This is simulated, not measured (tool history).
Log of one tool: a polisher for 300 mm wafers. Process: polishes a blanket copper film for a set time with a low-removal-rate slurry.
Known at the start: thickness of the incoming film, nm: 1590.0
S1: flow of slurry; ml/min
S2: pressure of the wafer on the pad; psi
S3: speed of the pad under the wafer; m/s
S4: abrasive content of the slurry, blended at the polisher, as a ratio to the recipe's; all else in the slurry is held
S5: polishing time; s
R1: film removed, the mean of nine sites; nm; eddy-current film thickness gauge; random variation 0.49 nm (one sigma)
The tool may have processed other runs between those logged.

{"run": 1, "hour": 0.0, "S1": 315, "S2": 2.3, "S3": 1, "S4": 1, "S5": 33, "R1": 70.67}
{"run": 2, "hour": 8.7, "S1": 315, "S2": 2.3, "S3": 0.88, "S4": 1, "S5": 33, "R1": 61.172}
{"run": 3, "hour": 16.6, "S1": 315, "S2": 2.2, "S3": 0.88, "S4": 1, "S5": 33, "R1": 58.148}
{"run": 4, "hour": 17.5, "S1": 315, "S2": 1.9, "S3": 0.88, "S4": 1, "S5": 33, "R1": 50.329}
{"run": 5, "hour": 25.0, "S1": 315, "S2": 1.9, "S3": 0.88, "S4": 1, "S5": 33, "R1": 51.023}
{"run": 6, "hour": 26.0, "S1": 315, "S2": 1.9, "S3": 0.68, "S4": 1, "S5": 33, "R1": 39.526}
{"run": 7, "hour": 31.3, "S1": 315, "S2": 2.1, "S3": 0.68, "S4": 1, "S5": 33, "R1": 42.798}

Run 8 is up next; what results do you expect?
{"hour": 34.3, "done": "head pressure recalibrated"}
{"run": 8, "hour": 34.3, "S1": 315, "S2": 2.2, "S3": 0.68, "S4": 1, "S5": 33, "R1": "?"}

R1: 48.719 nm

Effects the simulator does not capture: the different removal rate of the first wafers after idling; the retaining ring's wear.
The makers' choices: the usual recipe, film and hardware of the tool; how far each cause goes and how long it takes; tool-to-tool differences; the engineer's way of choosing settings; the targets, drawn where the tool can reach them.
